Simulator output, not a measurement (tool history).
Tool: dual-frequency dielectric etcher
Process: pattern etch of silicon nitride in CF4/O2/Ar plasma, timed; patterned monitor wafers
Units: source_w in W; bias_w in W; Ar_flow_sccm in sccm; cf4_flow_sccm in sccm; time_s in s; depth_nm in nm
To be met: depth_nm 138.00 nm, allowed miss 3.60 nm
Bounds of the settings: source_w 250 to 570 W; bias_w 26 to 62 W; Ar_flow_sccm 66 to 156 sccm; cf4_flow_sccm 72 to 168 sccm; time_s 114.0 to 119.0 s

run  hour  source_w  bias_w  Ar_flow_sccm  cf4_flow_sccm  time_s  depth_nm
  1   0.0       410      44           111            120   114.0    178.87
  2   2.7       410      44           111            106   114.0    174.14
  3   9.7       380      44           111            106   114.0    164.72
  4  14.5       350      44           111            106   114.0    154.29
  5  22.7       350      44           111             91   114.0    150.55
  6  26.2       350      44           111            100   114.0    152.02
  7  35.2       340      44           111            100   114.0    149.44
  8  43.9       330      44           111            100   114.0    145.53

Which of these 5 next moves meets every target?
  A  52.6       330      48            90            113   116.0         ?
  B  52.6       380      43           110             91   114.0         ?
  C  52.6       330      38           109            101   114.5         ?
  D  52.6       320      43           101             95   119.0         ?
  E  52.6       340      40           117             98   119.0         ?

move  depth_nm
   A    158.81
   B    157.65
   C    137.76
   D    145.80
   E    147.40
A: further off than the last run
B: further off than the last run
C: meets every target
D: as far off as the last run
E: further off than the last run
Answer: C

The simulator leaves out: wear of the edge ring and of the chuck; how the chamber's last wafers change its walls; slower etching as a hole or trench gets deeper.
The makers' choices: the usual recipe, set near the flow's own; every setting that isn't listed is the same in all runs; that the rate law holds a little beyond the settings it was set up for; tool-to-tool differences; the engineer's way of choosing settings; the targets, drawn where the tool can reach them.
